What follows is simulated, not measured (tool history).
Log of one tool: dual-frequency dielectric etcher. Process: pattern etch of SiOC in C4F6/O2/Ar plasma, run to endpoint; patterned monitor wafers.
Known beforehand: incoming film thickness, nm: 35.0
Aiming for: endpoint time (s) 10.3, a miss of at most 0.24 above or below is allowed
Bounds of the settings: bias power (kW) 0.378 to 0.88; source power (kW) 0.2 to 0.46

run    day  bias power (kW)  source power (kW)  endpoint time (s)
  1      0            0.629               0.33              11.45
  2  0.312            0.668               0.33             11.129
  3  0.346             0.69               0.33             11.009
  4  0.442            0.643               0.33             11.292
  5  0.783            0.671               0.33             11.043
  6  0.996            0.671               0.31             11.357
  7  1.096              0.7               0.31             11.119
  8  1.467            0.722               0.31             10.905

Below are 4 possible settings for the next run. Only one of them brings all results inside the allowed miss of their targets. Which is it?
  A  1.838            0.802               0.32                  ?
  B  1.838            0.728               0.31                  ?
  C  1.838            0.798               0.27                  ?
  D  1.838            0.856               0.35                  ?

move  endpoint time (s)
   A             10.449
   B             11.017
   C              11.05
   D             9.8656
A: in spec on every target
B: misses by more than the last run did
C: misses by more than the last run did
D: moves the result that the last run missed by most past its target, out the other side
Move A is the one to make.

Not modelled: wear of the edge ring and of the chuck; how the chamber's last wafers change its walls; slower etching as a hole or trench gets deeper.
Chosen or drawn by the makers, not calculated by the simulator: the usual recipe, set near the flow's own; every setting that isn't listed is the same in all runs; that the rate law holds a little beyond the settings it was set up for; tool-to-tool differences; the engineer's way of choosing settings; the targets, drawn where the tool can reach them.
